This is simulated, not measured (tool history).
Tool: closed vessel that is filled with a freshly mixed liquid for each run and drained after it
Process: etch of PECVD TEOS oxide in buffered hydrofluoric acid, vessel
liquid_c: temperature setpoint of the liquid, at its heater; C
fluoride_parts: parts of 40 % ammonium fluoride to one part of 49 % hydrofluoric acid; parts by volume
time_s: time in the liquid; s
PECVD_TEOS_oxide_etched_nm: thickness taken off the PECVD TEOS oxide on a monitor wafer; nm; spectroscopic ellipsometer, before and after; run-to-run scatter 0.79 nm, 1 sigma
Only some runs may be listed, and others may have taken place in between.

{"run": 1, "hour": 0.0, "liquid_c": 22.0, "fluoride_parts": 11.0, "time_s": 90, "PECVD_TEOS_oxide_etched_nm": 122.62}
{"run": 2, "hour": 1.1, "liquid_c": 21.5, "fluoride_parts": 11.0, "time_s": 90, "PECVD_TEOS_oxide_etched_nm": 122.33}
{"run": 3, "hour": 4.5, "liquid_c": 21.0, "fluoride_parts": 11.5, "time_s": 90, "PECVD_TEOS_oxide_etched_nm": 110.35}
{"run": 4, "hour": 7.5, "liquid_c": 18.5, "fluoride_parts": 11.5, "time_s": 90, "PECVD_TEOS_oxide_etched_nm": 95.344}
{"hour": 8.6, "done": "thermometer replaced"}
{"run": 5, "hour": 8.6, "liquid_c": 17.0, "fluoride_parts": 11.5, "time_s": 90, "PECVD_TEOS_oxide_etched_nm": 101.51}
{"run": 6, "hour": 17.2, "liquid_c": 19.5, "fluoride_parts": 11.5, "time_s": 90, "PECVD_TEOS_oxide_etched_nm": 117.02}

Run 7, settings as shown, results not yet in. Your forecast:
{"run": 7, "hour": 23.9, "liquid_c": 19.0, "fluoride_parts": 12.5, "time_s": 90, "PECVD_TEOS_oxide_etched_nm": "?"}

PECVD_TEOS_oxide_etched_nm: 104.050 nm
